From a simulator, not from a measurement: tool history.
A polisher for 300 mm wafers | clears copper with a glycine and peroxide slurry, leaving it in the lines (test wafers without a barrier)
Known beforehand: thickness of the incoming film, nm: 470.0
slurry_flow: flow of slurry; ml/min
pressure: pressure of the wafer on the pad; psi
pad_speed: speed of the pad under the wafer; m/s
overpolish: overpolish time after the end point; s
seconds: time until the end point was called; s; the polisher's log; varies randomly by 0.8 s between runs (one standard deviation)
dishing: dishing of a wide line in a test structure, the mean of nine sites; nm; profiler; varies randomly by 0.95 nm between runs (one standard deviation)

Run 1, hour 0: slurry_flow 165 ml/min, pressure 2.9 psi, pad_speed 0.86 m/s, overpolish 27 s. Result: seconds 106.37 s, dishing 46.555 nm.
Run 2, hour 4.8: slurry_flow 165 ml/min, pressure 2.9 psi, pad_speed 0.86 m/s, overpolish 37 s. Result: seconds 102.89 s, dishing 49.939 nm.
Run 3, hour 10.2: slurry_flow 165 ml/min, pressure 2.9 psi, pad_speed 0.86 m/s, overpolish 42 s. Result: seconds 103.13 s, dishing 53.569 nm.
Run 4, hour 18.4: slurry_flow 165 ml/min, pressure 2.9 psi, pad_speed 0.78 m/s, overpolish 42 s. Result: seconds 111.41 s, dishing 50.912 nm.
Run 5, hour 21.9: slurry_flow 165 ml/min, pressure 2.9 psi, pad_speed 0.78 m/s, overpolish 37 s. Result: seconds 111.31 s, dishing 50.414 nm.
Run 6, hour 29.7: slurry_flow 165 ml/min, pressure 2.9 psi, pad_speed 0.68 m/s, overpolish 37 s. Result: seconds 122.89 s, dishing 50.406 nm.
Run 7, hour 37.2: slurry_flow 165 ml/min, pressure 3.1 psi, pad_speed 0.7 m/s, overpolish 36 s. Result: seconds 113.08 s, dishing 50.821 nm.
Run 8, hour 46: slurry_flow 165 ml/min, pressure 3.3 psi, pad_speed 0.72 m/s, overpolish 34 s. Result: seconds 108.2 s, dishing 50.961 nm.

The next listed run, before its measurement:
Run 9, hour 54.4: slurry_flow 165 ml/min, pressure 3.5 psi, pad_speed 0.74 m/s, overpolish 33 s. Result: seconds ?, dishing ?.

Run 9 yielded seconds 100.65 s, dishing 50.97 nm.
